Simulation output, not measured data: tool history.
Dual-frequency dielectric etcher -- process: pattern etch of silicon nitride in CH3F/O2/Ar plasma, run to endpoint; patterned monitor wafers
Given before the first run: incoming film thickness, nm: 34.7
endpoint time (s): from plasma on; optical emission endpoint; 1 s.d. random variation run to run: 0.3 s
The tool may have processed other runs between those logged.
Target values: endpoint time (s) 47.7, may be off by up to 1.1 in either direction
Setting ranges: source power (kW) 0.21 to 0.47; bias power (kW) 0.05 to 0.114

{"run": 1, "hour": 0.0, "source power (kW)": 0.34, "bias power (kW)": 0.082, "endpoint time (s)": 52.619}
{"run": 2, "hour": 7.8, "source power (kW)": 0.31, "bias power (kW)": 0.082, "endpoint time (s)": 54.033}
{"run": 3, "hour": 8.7, "source power (kW)": 0.26, "bias power (kW)": 0.082, "endpoint time (s)": 57.202}
{"run": 4, "hour": 9.4, "source power (kW)": 0.23, "bias power (kW)": 0.082, "endpoint time (s)": 59.07}
{"run": 5, "hour": 15.8, "source power (kW)": 0.27, "bias power (kW)": 0.085, "endpoint time (s)": 55.813}
{"run": 6, "hour": 22.9, "source power (kW)": 0.23, "bias power (kW)": 0.085, "endpoint time (s)": 58.951}
{"run": 7, "hour": 23.6, "source power (kW)": 0.27, "bias power (kW)": 0.088, "endpoint time (s)": 54.49}
{"run": 8, "hour": 29.8, "source power (kW)": 0.29, "bias power (kW)": 0.089, "endpoint time (s)": 54.008}

Which one of the following 4 next-run settings gets every result inside its allowed miss? There is exactly one.
{"run": "A", "hour": 36.0, "source power (kW)": 0.33, "bias power (kW)": 0.095, "endpoint time (s)": "?"}
{"run": "B", "hour": 36.0, "source power (kW)": 0.31, "bias power (kW)": 0.096, "endpoint time (s)": "?"}
{"run": "C", "hour": 36.0, "source power (kW)": 0.4, "bias power (kW)": 0.077, "endpoint time (s)": "?"}
{"run": "D", "hour": 36.0, "source power (kW)": 0.35, "bias power (kW)": 0.105, "endpoint time (s)": "?"}

move=A endpoint_time_(s)=50.345
move=B endpoint_time_(s)=51.279
move=C endpoint_time_(s)=49.869
move=D endpoint_time_(s)=47.922
A: closer than the last run, but not yet in spec
B: closer than the last run, but not yet in spec
C: closer than the last run, but not yet in spec
D: each result inside its tolerance
The right move is D.
